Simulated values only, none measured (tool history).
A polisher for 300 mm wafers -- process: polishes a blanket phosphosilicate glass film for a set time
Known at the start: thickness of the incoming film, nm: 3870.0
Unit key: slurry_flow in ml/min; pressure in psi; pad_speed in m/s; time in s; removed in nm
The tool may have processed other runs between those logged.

run  hour  slurry_flow  pressure  pad_speed  slurry_solids  time  removed
  1   0.0          140       3.7       1.08            1.0    80   602.45
  2   7.8          140       4.2       1.08            1.0    80   681.57
  3   9.4          145       4.5       1.10            1.0    80   747.86
  4  16.1          125       4.5       1.10            1.0    80   727.52
  5  22.0          125       4.5       0.94            1.0    80   632.13
  6  28.1          125       4.5       0.94            1.1    80   670.87
  7  34.8          135       4.8       0.98            1.1    80   770.87
     39.0  -- slurry nozzle cleaned
  8  39.0          145       5.0       0.98            1.1    80   892.51

Predict the results of run 9:
  9  43.2          155       5.0       0.98            1.1    80        ?

removed: 917.25 nm
